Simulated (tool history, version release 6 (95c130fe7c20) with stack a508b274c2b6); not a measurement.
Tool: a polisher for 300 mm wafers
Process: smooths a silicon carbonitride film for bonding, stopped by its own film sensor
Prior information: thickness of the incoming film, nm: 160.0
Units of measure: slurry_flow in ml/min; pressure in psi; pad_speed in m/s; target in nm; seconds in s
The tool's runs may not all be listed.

| run | hour | slurry_flow | pressure | pad_speed | slurry_solids | target | seconds |
|---|---|---|---|---|---|---|---|
| 1 | 0.0 | 225 | 1.5 | 0.72 | 1.0 | 149 | 70.696 |
| 2 | 2.6 | 225 | 1.3 | 0.70 | 1.0 | 149 | 79.213 |
| 3 | 5.8 | 225 | 1.4 | 0.70 | 1.0 | 149 | 72.844 |
| 4 | 11.0 | 225 | 1.4 | 0.70 | 1.0 | 150 | 68.438 |
| 5 | 14.4 | 225 | 1.4 | 0.82 | 1.0 | 150 | 58.363 |
| 6 | 15.7 | 225 | 1.4 | 0.82 | 1.2 | 150 | 55.385 |
| 7 | 17.1 | 225 | 1.2 | 0.74 | 1.2 | 150 | 70.288 |
| 8 | 24.7 | 225 | 1.1 | 0.70 | 1.2 | 150 | 75.211 |

The next listed run, before its measurement:
| 9 | 30.2 | 225 | 1.0 | 0.64 | 1.2 | 150 | ? |

{"run 9": {"seconds": 92.985}}
